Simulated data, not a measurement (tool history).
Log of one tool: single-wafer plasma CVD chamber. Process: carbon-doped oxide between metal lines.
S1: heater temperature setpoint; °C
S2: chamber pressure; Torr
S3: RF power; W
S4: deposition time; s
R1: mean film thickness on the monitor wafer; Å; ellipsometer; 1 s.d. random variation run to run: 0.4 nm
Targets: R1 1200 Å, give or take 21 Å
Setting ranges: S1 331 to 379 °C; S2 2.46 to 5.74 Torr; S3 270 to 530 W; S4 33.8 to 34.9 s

run 1 hour=0 | S1=355 S2=4.1 S3=400 S4=33.8 | R1=1375.9
run 2 hour=2.3 | S1=357 S2=3.93 S3=395 S4=33.8 | R1=1341.2
run 3 hour=10.3 | S1=359 S2=3.77 S3=390 S4=33.8 | R1=1305.4
run 4 hour=17.5 | S1=364 S2=3.77 S3=390 S4=33.8 | R1=1295.4
run 5 hour=24.9 | S1=365 S2=3.63 S3=390 S4=33.8 | R1=1281.4
run 6 hour=29.3 | S1=366 S2=3.52 S3=390 S4=33.8 | R1=1276.6
run 7 hour=33 | S1=367 S2=3.42 S3=390 S4=33.8 | R1=1271.8
run 8 hour=35.2 | S1=368 S2=3.34 S3=385 S4=33.8 | R1=1248.7
run 9 hour=36.9 | S1=369 S2=3.28 S3=385 S4=33.8 | R1=1237
run 10 hour=37.5 | S1=370 S2=3.23 S3=385 S4=33.8 | R1=1240.3
run 11 hour=45.8 | S1=373 S2=2.91 S3=370 S4=33.8 | R1=1173.2
run 12 hour=50.8 | S1=372 S2=2.95 S3=370 S4=33.8 | R1=1171.5
run 13 hour=53.5 | S1=371 S2=2.99 S3=370 S4=33.8 | R1=1169.2

Next run, 4 choices. One meets every target within its allowed miss, the rest don't. Which?
run A hour=56.2 | S1=358 S2=2.58 S3=350 S4=33.8 | R1=?
run B hour=56.2 | S1=367 S2=2.61 S3=345 S4=34.9 | R1=?
run C hour=56.2 | S1=372 S2=2.71 S3=385 S4=34.9 | R1=?
run D hour=56.2 | S1=366 S2=3.05 S3=375 S4=33.8 | R1=?

move=A R1=1142.6
move=B R1=1141.4
move=C R1=1253.7
move=D R1=1212.6
A: the biggest miss grows against the last run
B: the biggest miss grows against the last run
C: pushes the last run's worst result past its target
D: every result within its allowed miss
The move that meets every target is D.
